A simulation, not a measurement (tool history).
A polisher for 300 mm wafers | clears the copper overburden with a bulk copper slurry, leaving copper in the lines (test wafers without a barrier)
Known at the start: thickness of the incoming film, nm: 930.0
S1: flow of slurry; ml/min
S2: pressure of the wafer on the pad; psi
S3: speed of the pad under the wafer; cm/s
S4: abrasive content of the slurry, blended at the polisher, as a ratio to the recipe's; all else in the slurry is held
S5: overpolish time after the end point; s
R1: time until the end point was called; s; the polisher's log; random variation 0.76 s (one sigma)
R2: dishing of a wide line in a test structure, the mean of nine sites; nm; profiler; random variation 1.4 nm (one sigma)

| run | hour | S1 | S2 | S3 | S4 | S5 | R1 | R2 |
|---|---|---|---|---|---|---|---|---|
| 1 | 0 | 190 | 2.4 | 128 | 1 | 27 | 119.4 | 67.962 |
| 2 | 2 | 200 | 2.6 | 128 | 1 | 27 | 110.8 | 69.664 |
| 3 | 10.2 | 225 | 2.6 | 128 | 1 | 27 | 111.25 | 68.102 |
| 4 | 16.8 | 225 | 2.8 | 128 | 1 | 28 | 103.64 | 71.828 |
| 5 | 20.7 | 225 | 2.9 | 128 | 1 | 28 | 102.53 | 71.143 |
| 6 | 22.3 | 240 | 2.9 | 128 | 1 | 28 | 100.77 | 73.9 |
| 7 | 26.9 | 240 | 3 | 128 | 1 | 27 | 98.844 | 73.313 |
| 8 | 30.6 | 240 | 3 | 128 | 1 | 27 | 98.935 | 71.068 |

Forecast run 9:
| 9 | 35.9 | 240 | 3.1 | 128 | 1 | 28 | ? | ? |

R1: 95.81 s
R2: 74.11 nm
